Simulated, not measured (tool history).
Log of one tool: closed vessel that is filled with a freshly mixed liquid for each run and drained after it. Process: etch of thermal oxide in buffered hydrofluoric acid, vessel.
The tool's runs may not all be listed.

run	hour	temperature setpoint of the liquid (K)	parts of 40 % ammonium fluoride to one part of 49 % hydrofluoric acid (parts by volume)	time in the liquid (s)	thickness taken off the thermal oxide on a monitor wafer (angstrom)
1	0.0	295.15	13.0	100	805.40
2	1.1	293.65	14.0	100	688.38
3	4.7	293.65	14.0	100	687.48
4	8.1	292.65	14.5	100	620.86
5	12.0	292.65	14.5	100	632.29
6	13.4	292.65	16.0	100	575.73
7	17.3	292.15	16.0	100	549.76
8	25.3	291.65	16.0	100	540.95

Run 9 is up next; what results do you expect?
9	26.0	291.15	16.0	100	?

Run 9 came out at thickness taken off the thermal oxide on a monitor wafer (angstrom) 518.67.
